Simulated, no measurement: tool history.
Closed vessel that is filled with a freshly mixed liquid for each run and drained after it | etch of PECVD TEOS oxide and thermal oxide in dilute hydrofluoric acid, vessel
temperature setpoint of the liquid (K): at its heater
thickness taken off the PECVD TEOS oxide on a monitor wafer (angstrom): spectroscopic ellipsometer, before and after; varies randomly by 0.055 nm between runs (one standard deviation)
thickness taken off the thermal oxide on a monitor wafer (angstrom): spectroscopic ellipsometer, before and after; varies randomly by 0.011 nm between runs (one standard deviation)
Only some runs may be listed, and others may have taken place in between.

run	hour	temperature setpoint of the liquid (K)	parts of water to one part of 49 % hydrofluoric acid (parts by volume)	time in the liquid (s)	thickness taken off the PECVD TEOS oxide on a monitor wafer (angstrom)	thickness taken off the thermal oxide on a monitor wafer (angstrom)
1	0.0	298.15	75	60	144.57	41.864
2	6.5	298.15	45	60	248.58	72.527
3	12.7	295.65	60	60	166.67	47.965
4	13.6	294.15	70	60	131.65	38.387
5	20.6	297.15	70	60	147.66	43.313
6	28.8	295.15	75	60	126.83	37.486
7	38.0	293.65	80	60	112.39	32.412

Expected results for the next run?
8	40.3	293.65	80	60	?	?

{"run 8": {"thickness taken off the PECVD TEOS oxide on a monitor wafer (angstrom)": 110.91, "thickness taken off the thermal oxide on a monitor wafer (angstrom)": 32.399}}
